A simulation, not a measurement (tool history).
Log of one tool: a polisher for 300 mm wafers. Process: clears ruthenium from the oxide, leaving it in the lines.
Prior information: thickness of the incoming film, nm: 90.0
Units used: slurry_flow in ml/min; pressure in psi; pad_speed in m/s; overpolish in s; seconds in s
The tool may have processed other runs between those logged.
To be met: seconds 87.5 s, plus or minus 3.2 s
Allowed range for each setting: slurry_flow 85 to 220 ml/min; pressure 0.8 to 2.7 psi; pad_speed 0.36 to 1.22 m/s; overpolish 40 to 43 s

{"run": 1, "hour": 0.0, "slurry_flow": 140, "pressure": 1.7, "pad_speed": 0.78, "overpolish": 40, "seconds": 100.89}
{"run": 2, "hour": 5.9, "slurry_flow": 140, "pressure": 1.7, "pad_speed": 0.66, "overpolish": 40, "seconds": 114.87}
{"run": 3, "hour": 8.6, "slurry_flow": 145, "pressure": 1.8, "pad_speed": 0.66, "overpolish": 40, "seconds": 109.58}
{"run": 4, "hour": 14.5, "slurry_flow": 145, "pressure": 1.9, "pad_speed": 0.66, "overpolish": 40, "seconds": 102.27}
{"run": 5, "hour": 21.6, "slurry_flow": 130, "pressure": 1.9, "pad_speed": 0.66, "overpolish": 40, "seconds": 103.56}
{"run": 6, "hour": 30.4, "slurry_flow": 105, "pressure": 1.9, "pad_speed": 0.66, "overpolish": 40, "seconds": 108.8}
{"run": 7, "hour": 38.7, "slurry_flow": 110, "pressure": 1.9, "pad_speed": 0.66, "overpolish": 40, "seconds": 105.7}
{"hour": 41.5, "done": "head pressure recalibrated"}
{"run": 8, "hour": 41.5, "slurry_flow": 115, "pressure": 2.1, "pad_speed": 0.66, "overpolish": 40, "seconds": 108.19}
{"run": 9, "hour": 43.6, "slurry_flow": 115, "pressure": 2.2, "pad_speed": 0.68, "overpolish": 40, "seconds": 100.2}
{"run": 10, "hour": 46.0, "slurry_flow": 115, "pressure": 2.3, "pad_speed": 0.68, "overpolish": 40, "seconds": 96.178}

Exercise: of the 4 proposed moves below, exactly one satisfies all targets within the stated allowed misses. Which move is it?
{"run": "A", "hour": 48.4, "slurry_flow": 105, "pressure": 2.3, "pad_speed": 0.82, "overpolish": 42, "seconds": "?"}
{"run": "B", "hour": 48.4, "slurry_flow": 110, "pressure": 2.7, "pad_speed": 0.76, "overpolish": 43, "seconds": "?"}
{"run": "C", "hour": 48.4, "slurry_flow": 140, "pressure": 2.4, "pad_speed": 0.84, "overpolish": 40, "seconds": "?"}
{"run": "D", "hour": 48.4, "slurry_flow": 140, "pressure": 2.1, "pad_speed": 0.96, "overpolish": 43, "seconds": "?"}

move=A seconds=85.366
move=B seconds=76.725
move=C seconds=77.386
move=D seconds=79.9
A: hits every target within its allowed miss
B: moves the result that the last run missed by most past its target, out the other side
C: moves the result that the last run missed by most past its target, out the other side
D: moves the result that the last run missed by most past its target, out the other side
Answer: A
